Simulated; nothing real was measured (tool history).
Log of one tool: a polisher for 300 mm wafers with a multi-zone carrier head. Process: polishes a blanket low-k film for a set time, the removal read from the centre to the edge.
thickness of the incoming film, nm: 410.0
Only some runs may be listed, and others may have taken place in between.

run  hour  flow of slurry (ml/min)  pressure of the head's centre zone  pressure of the head's middle zone  pressure of the head's edge zone  abrasive content of the slurry  polishing time (s)  film removed at the wafer's centre (Å)  film removed at mid-radius (Å)  film removed at the wafer's edge (Å)
  1   0.0                      300                                1.00                                1.00                              1.00                            1.00                  83                                  299.48                          302.60                                294.61
  2   2.1                      300                                1.01                                0.99                              1.04                            1.15                  84                                  311.95                          320.59                                321.10
  3   6.1                      300                                1.01                                1.05                              1.04                            1.15                  84                                  310.16                          334.31                                322.17
  4  10.0                      300                                1.05                                1.03                              1.07                            1.25                  85                                  337.88                          348.20                                341.53
  5  13.8                      300                                1.05                                1.03                              1.03                            1.25                  85                                  342.17                          343.96                                332.82
  6  20.4                      300                                1.05                                1.03                              1.03                            1.25                 104                                  404.54                          415.94                                402.97

What will run 7 give?
  7  22.2                      295                                1.05                                0.99                              1.04                            1.25                 104                                       ?                               ?                                     ?

{"run 7": {"film removed at the wafer's centre (Å)": 418.38, "film removed at mid-radius (Å)": 413.58, "film removed at the wafer's edge (Å)": 407.54}}

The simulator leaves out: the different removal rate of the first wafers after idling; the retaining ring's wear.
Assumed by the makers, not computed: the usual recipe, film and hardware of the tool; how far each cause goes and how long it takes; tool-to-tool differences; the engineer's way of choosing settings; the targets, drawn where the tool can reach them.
